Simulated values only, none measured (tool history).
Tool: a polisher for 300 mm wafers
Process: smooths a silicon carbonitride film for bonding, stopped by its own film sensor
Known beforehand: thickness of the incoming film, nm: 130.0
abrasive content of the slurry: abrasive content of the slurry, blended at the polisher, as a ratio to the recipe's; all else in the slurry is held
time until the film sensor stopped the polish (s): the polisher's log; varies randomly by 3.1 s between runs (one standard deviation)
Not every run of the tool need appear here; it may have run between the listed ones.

run	hour	flow of slurry (ml/min)	pressure of the wafer on the pad (psi)	speed of the pad under the wafer (m/s)	abrasive content of the slurry	target thickness at which the film sensor stops the polish (nm)	time until the film sensor stopped the polish (s)
1	0.0	255	2.5	0.78	1.00	108	100.49
2	3.7	255	2.5	0.78	0.85	108	110.05
3	9.4	255	2.5	0.78	0.70	108	124.26
4	15.4	255	2.4	0.78	0.70	108	126.62
5	23.4	255	2.3	0.78	0.70	108	133.65
6	25.6	255	2.2	0.78	0.70	108	143.71

Expected results for the next run?
7	32.6	255	2.1	0.78	0.70	108	?

{"run 7": {"time until the film sensor stopped the polish (s)": 149.89}}

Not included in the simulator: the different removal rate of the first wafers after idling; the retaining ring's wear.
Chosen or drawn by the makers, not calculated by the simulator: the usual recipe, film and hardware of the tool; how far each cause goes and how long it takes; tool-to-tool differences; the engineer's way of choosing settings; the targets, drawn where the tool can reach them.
